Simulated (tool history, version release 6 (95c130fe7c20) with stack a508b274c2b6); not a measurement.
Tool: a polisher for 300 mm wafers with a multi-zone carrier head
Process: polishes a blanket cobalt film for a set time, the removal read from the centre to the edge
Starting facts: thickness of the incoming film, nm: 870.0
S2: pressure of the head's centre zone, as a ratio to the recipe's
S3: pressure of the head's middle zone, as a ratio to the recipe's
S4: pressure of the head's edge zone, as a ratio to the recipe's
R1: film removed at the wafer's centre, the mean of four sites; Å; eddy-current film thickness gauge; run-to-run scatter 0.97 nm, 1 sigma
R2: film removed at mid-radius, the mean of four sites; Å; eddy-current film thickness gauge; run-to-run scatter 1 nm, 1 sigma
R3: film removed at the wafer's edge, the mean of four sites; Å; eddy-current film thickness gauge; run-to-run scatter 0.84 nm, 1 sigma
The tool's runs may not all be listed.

Run 1, hour 0.0: flow of slurry (ml/min) 155, S2 1.00, S3 1.00, S4 1.00, polishing time (s) 32. Result: R1 1117.80 Å, R2 1130.90 Å, R3 1040.20 Å.
Run 2, hour 2.7: flow of slurry (ml/min) 150, S2 0.98, S3 0.98, S4 0.98, polishing time (s) 30. Result: R1 1022.00 Å, R2 1020.10 Å, R3 989.27 Å.
Run 3, hour 7.0: flow of slurry (ml/min) 150, S2 0.98, S3 0.98, S4 1.05, polishing time (s) 30. Result: R1 1025.30 Å, R2 1024.90 Å, R3 1005.00 Å.
Run 4, hour 11.2: flow of slurry (ml/min) 150, S2 0.98, S3 0.98, S4 1.05, polishing time (s) 26. Result: R1 895.60 Å, R2 921.16 Å, R3 845.58 Å.
Run 5, hour 17.9: flow of slurry (ml/min) 130, S2 0.98, S3 0.98, S4 1.05, polishing time (s) 26. Result: R1 851.92 Å, R2 874.18 Å, R3 844.29 Å.
Run 6, hour 19.0: flow of slurry (ml/min) 130, S2 0.98, S3 0.98, S4 1.05, polishing time (s) 25. Result: R1 828.52 Å, R2 821.11 Å, R3 811.06 Å.
Run 7, hour 20.7: flow of slurry (ml/min) 125, S2 0.98, S3 0.99, S4 1.05, polishing time (s) 25. Result: R1 827.44 Å, R2 835.91 Å, R3 796.20 Å.
At hour 23.6: edge zone pressure recalibrated.
Run 8, hour 23.6: flow of slurry (ml/min) 120, S2 0.98, S3 0.99, S4 1.05, polishing time (s) 25. Result: R1 829.64 Å, R2 807.30 Å, R3 851.11 Å.
Run 9, hour 25.5: flow of slurry (ml/min) 125, S2 0.97, S3 0.97, S4 1.05, polishing time (s) 24. Result: R1 789.96 Å, R2 788.07 Å, R3 824.57 Å.
Run 10, hour 31.1: flow of slurry (ml/min) 125, S2 0.97, S3 0.98, S4 1.05, polishing time (s) 24. Result: R1 762.51 Å, R2 789.29 Å, R3 815.63 Å.
Run 11, hour 35.0: flow of slurry (ml/min) 125, S2 0.98, S3 0.99, S4 1.05, polishing time (s) 24. Result: R1 793.31 Å, R2 793.34 Å, R3 814.41 Å.
Run 12, hour 36.3: flow of slurry (ml/min) 130, S2 0.98, S3 0.99, S4 1.05, polishing time (s) 23. Result: R1 745.54 Å, R2 772.32 Å, R3 793.06 Å.

What does the tool deliver on the next run?
Run 13, hour 39.9: flow of slurry (ml/min) 135, S2 1.00, S3 0.99, S4 1.06, polishing time (s) 22. Result: R1 ?, R2 ?, R3 ?.

{"run 13": {"R1": 747.1, "R2": 757.68, "R3": 758.31}}

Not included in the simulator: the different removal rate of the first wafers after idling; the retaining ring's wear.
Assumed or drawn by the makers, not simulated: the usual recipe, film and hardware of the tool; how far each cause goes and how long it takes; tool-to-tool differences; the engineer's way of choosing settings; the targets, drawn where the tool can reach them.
